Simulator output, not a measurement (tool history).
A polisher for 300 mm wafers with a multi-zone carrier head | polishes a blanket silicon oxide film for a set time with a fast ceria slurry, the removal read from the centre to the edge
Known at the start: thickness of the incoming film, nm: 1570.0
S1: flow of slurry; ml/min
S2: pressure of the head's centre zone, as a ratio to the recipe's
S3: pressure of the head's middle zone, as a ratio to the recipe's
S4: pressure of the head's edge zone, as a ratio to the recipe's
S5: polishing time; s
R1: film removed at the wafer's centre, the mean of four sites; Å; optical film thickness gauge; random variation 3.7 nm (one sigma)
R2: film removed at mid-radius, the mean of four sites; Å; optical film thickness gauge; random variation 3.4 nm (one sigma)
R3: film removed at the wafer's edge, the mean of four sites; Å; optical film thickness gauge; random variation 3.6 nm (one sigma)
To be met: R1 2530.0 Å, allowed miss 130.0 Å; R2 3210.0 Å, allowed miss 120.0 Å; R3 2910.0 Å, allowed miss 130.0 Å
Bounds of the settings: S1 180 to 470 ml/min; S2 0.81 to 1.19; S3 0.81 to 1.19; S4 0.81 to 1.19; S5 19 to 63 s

| run | hour | S1 | S2 | S3 | S4 | S5 | R1 | R2 | R3 |
|---|---|---|---|---|---|---|---|---|---|
| 1 | 0.0 | 300 | 1.00 | 1.00 | 1.00 | 41 | 4440.4 | 4513.2 | 4393.3 |
| 2 | 8.1 | 335 | 1.00 | 1.00 | 1.00 | 41 | 4509.6 | 4545.8 | 4545.2 |
| 3 | 15.5 | 335 | 1.00 | 1.00 | 1.00 | 35 | 3922.1 | 3868.6 | 3804.0 |
| 4 | 22.2 | 335 | 1.00 | 1.00 | 0.93 | 35 | 3842.5 | 3872.8 | 3799.7 |
| 5 | 24.6 | 315 | 0.95 | 1.02 | 0.91 | 32 | 3361.1 | 3574.4 | 3330.6 |
| 6 | 26.4 | 315 | 0.95 | 0.94 | 0.91 | 32 | 3465.6 | 3338.3 | 3319.7 |
| 7 | 34.0 | 335 | 0.91 | 0.98 | 0.94 | 30 | 2974.8 | 3247.7 | 3118.1 |
| 8 | 41.0 | 335 | 0.88 | 0.99 | 0.94 | 30 | 2961.5 | 3292.5 | 3207.0 |
| 9 | 45.4 | 305 | 0.81 | 1.09 | 0.89 | 24 | 2180.5 | 2872.1 | 2491.1 |
| 10 | 47.2 | 305 | 0.81 | 1.09 | 0.89 | 24 | 2131.5 | 2864.7 | 2409.4 |
| 11 | 48.9 | 315 | 0.83 | 1.09 | 0.93 | 25 | 2314.5 | 2905.8 | 2652.4 |
| 12 | 56.0 | 325 | 0.84 | 1.11 | 0.94 | 26 | 2407.3 | 3143.0 | 2799.0 |
| 13 | 57.4 | 335 | 0.85 | 1.11 | 0.94 | 26 | 2451.2 | 3152.2 | 2756.2 |
| 14 | 65.5 | 340 | 0.85 | 1.11 | 0.95 | 26 | 2494.9 | 3111.4 | 2768.8 |

Which of these 5 next moves meets every target?
| A | 73.6 | 270 | 0.86 | 1.12 | 0.82 | 27 | ? | ? | ? |
| B | 73.6 | 370 | 0.90 | 1.09 | 0.98 | 23 | ? | ? | ? |
| C | 73.6 | 300 | 0.87 | 1.11 | 1.02 | 27 | ? | ? | ? |
| D | 73.6 | 375 | 0.90 | 0.94 | 1.13 | 26 | ? | ? | ? |
| E | 73.6 | 345 | 0.91 | 1.19 | 0.91 | 25 | ? | ? | ? |

| move | R1 | R2 | R3 |
|---|---|---|---|
| A | 2596.7 | 3222.7 | 2699.6 |
| B | 2389.1 | 2757.9 | 2548.6 |
| C | 2657.5 | 3230.2 | 3006.8 |
| D | 2701.0 | 2752.9 | 3097.7 |
| E | 2611.6 | 3215.0 | 2661.5 |
A: further off than the last run
B: further off than the last run
C: meets every target
D: takes the result that was furthest off past its target
E: further off than the last run
Answer: C
